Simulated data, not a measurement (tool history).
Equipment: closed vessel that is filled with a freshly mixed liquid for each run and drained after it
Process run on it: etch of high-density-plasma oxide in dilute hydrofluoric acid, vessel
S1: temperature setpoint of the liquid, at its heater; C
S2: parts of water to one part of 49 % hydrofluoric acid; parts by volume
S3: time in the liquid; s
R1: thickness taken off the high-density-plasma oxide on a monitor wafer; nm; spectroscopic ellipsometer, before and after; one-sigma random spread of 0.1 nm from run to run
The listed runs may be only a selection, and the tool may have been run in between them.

| run | hour | S1 | S2 | S3 | R1 |
|---|---|---|---|---|---|
| 1 | 0 | 20 | 40 | 75 | 8.3175 |
| 2 | 8.7 | 20 | 40 | 60 | 6.5455 |
| 3 | 15.6 | 21 | 40 | 60 | 6.9158 |
| 4 | 23.8 | 21.5 | 40 | 60 | 7.0605 |
| 5 | 26.7 | 21.5 | 40 | 75 | 8.8067 |
| 6 | 32.3 | 21.5 | 35 | 75 | 10.048 |

Estimate the outcome of run 7 from the log above:
| 7 | 37.2 | 22 | 35 | 75 | ? |

R1: 10.316 nm
